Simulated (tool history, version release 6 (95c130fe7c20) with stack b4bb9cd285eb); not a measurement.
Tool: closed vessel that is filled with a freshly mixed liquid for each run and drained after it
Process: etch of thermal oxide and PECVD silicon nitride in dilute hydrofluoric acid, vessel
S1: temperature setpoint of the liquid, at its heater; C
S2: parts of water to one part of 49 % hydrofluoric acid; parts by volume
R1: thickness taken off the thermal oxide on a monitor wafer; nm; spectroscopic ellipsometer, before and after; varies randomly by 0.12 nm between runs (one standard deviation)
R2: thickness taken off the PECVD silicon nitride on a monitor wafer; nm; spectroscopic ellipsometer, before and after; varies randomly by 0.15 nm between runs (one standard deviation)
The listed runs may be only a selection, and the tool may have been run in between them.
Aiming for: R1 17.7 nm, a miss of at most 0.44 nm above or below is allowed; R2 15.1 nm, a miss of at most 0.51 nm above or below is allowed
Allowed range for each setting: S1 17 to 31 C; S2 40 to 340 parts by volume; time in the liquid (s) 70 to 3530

{"run": 1, "hour": 0.0, "S1": 23, "S2": 190, "time in the liquid (s)": 1800, "R1": 36.378, "R2": 25.523}
{"run": 2, "hour": 7.6, "S1": 23.5, "S2": 230, "time in the liquid (s)": 1860, "R1": 29.574, "R2": 23.051}
{"run": 3, "hour": 10.5, "S1": 26.5, "S2": 230, "time in the liquid (s)": 1860, "R1": 33.539, "R2": 27.53}
{"run": 4, "hour": 17.3, "S1": 26.5, "S2": 230, "time in the liquid (s)": 1355, "R1": 24.257, "R2": 20.112}
{"run": 5, "hour": 22.6, "S1": 26, "S2": 245, "time in the liquid (s)": 1400, "R1": 22.992, "R2": 18.828}
{"run": 6, "hour": 28.0, "S1": 24.5, "S2": 245, "time in the liquid (s)": 1400, "R1": 21.564, "R2": 17.162}
{"run": 7, "hour": 37.7, "S1": 24.5, "S2": 260, "time in the liquid (s)": 1440, "R1": 20.564, "R2": 16.832}
{"run": 8, "hour": 47.1, "S1": 24.5, "S2": 270, "time in the liquid (s)": 1470, "R1": 20.235, "R2": 16.703}

Consider the 4 candidate settings below. Which is the only one whose results all fall within their allowed miss of target?
{"run": "A", "hour": 56.5, "S1": 26, "S2": 280, "time in the liquid (s)": 1285, "R1": "?", "R2": "?"}
{"run": "B", "hour": 56.5, "S1": 28.5, "S2": 240, "time in the liquid (s)": 1015, "R1": "?", "R2": "?"}
{"run": "C", "hour": 56.5, "S1": 24.5, "S2": 270, "time in the liquid (s)": 1365, "R1": "?", "R2": "?"}
{"run": "D", "hour": 56.5, "S1": 23.5, "S2": 270, "time in the liquid (s)": 1425, "R1": "?", "R2": "?"}

move=A R1=17.655 R2=15.343
move=B R1=18.507 R2=16.448
move=C R1=18.651 R2=15.427
move=D R1=18.794 R2=15.142
A: all results land within tolerance of their targets
B: better than the last run, though not everything is in spec
C: better than the last run, though not everything is in spec
D: better than the last run, though not everything is in spec
So the answer is move A, the one that meets all the targets.

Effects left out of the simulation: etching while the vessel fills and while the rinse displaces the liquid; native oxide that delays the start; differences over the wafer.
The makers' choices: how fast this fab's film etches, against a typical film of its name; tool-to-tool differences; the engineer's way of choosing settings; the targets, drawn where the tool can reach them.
